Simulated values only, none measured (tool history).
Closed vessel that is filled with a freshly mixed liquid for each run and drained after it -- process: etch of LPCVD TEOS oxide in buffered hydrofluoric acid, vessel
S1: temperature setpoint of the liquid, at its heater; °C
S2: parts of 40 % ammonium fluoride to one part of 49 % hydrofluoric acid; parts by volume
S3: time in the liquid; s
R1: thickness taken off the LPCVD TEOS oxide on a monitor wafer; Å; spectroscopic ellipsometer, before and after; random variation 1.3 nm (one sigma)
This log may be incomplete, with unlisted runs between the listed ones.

{"run": 1, "hour": 0.0, "S1": 22, "S2": 8, "S3": 35, "R1": 1640.5}
{"run": 2, "hour": 2.3, "S1": 22, "S2": 10, "S3": 35, "R1": 1354}
{"run": 3, "hour": 7.2, "S1": 23.5, "S2": 10, "S3": 35, "R1": 1446.2}
{"run": 4, "hour": 12.2, "S1": 23.5, "S2": 11.5, "S3": 35, "R1": 1289.8}
{"run": 5, "hour": 17.8, "S1": 25.5, "S2": 11.5, "S3": 35, "R1": 1425.3}
{"run": 6, "hour": 26.6, "S1": 28, "S2": 11.5, "S3": 35, "R1": 1632.6}

Run 7, settings as shown, results not yet in. Your forecast:
{"run": 7, "hour": 35.2, "S1": 28.5, "S2": 11.5, "S3": 35, "R1": "?"}

{"run 7": {"R1": 1677.1}}
